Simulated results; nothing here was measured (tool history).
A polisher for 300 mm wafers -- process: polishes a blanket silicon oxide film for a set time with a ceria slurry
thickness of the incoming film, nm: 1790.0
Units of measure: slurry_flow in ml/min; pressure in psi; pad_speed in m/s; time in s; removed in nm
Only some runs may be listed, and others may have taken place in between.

run	hour	slurry_flow	pressure	pad_speed	time	removed
1	0	305	4.1	1.02	94	480.75
2	6.8	305	4.6	1.02	94	544.41
3	13	250	4.6	1.02	94	533.43
4	22	250	4.6	1.02	98	551.33
5	25.2	250	5.1	1.02	98	612.68
6	26.2	250	5.9	1.02	98	701.84
7	29.1	255	6	1.02	98	716.63
8	29.8	260	6	1.02	98	722.97

Estimate the outcome of run 9 from the log above:
9	37.3	260	6	1.02	98	?

{"run 9": {"removed": 715.31}}
